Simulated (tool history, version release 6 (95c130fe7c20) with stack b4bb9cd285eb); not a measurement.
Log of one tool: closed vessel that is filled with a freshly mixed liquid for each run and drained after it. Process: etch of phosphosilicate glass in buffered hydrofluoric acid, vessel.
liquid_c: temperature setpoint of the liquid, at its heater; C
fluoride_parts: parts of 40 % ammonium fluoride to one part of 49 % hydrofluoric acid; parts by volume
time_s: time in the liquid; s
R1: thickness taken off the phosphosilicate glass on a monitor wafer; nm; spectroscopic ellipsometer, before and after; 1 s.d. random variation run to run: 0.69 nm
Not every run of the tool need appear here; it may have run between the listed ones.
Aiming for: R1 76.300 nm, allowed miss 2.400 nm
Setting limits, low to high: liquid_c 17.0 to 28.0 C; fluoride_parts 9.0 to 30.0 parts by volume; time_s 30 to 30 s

run 1 day=0.000 | liquid_c=20.0 fluoride_parts=24.0 time_s=30 | R1=38.315
run 2 day=0.117 | liquid_c=20.0 fluoride_parts=24.0 time_s=30 | R1=37.910
run 3 day=0.342 | liquid_c=18.5 fluoride_parts=24.0 time_s=30 | R1=35.437
run 4 day=0.462 | liquid_c=20.5 fluoride_parts=21.5 time_s=30 | R1=42.315
run 5 day=0.842 | liquid_c=22.5 fluoride_parts=21.5 time_s=30 | R1=48.159
run 6 day=1.096 | liquid_c=24.0 fluoride_parts=20.5 time_s=30 | R1=53.389
run 7 day=1.471 | liquid_c=25.0 fluoride_parts=19.5 time_s=30 | R1=59.180
run 8 day=1.767 | liquid_c=25.5 fluoride_parts=19.0 time_s=30 | R1=61.249
run 9 day=1.850 | liquid_c=28.0 fluoride_parts=15.5 time_s=30 | R1=86.497
run 10 day=2.171 | liquid_c=27.5 fluoride_parts=15.5 time_s=30 | R1=85.793
run 11 day=2.496 | liquid_c=27.0 fluoride_parts=15.5 time_s=30 | R1=82.379

Which one of the following 5 next-run settings gets every result inside its allowed miss? There is exactly one.
run A day=2.821 | liquid_c=28.0 fluoride_parts=16.0 time_s=30 | R1=?
run B day=2.821 | liquid_c=26.0 fluoride_parts=13.0 time_s=30 | R1=?
run C day=2.821 | liquid_c=27.0 fluoride_parts=17.5 time_s=30 | R1=?
run D day=2.821 | liquid_c=26.5 fluoride_parts=16.5 time_s=30 | R1=?
run E day=2.821 | liquid_c=26.0 fluoride_parts=17.0 time_s=30 | R1=?

move=A R1=83.166
move=B R1=91.589
move=C R1=72.189
move=D R1=74.462
move=E R1=70.386
A: the biggest miss grows against the last run
B: the biggest miss grows against the last run
C: carries the result that was furthest off beyond its target, to the other side
D: all results land within tolerance of their targets
E: carries the result that was furthest off beyond its target, to the other side
D meets every target.

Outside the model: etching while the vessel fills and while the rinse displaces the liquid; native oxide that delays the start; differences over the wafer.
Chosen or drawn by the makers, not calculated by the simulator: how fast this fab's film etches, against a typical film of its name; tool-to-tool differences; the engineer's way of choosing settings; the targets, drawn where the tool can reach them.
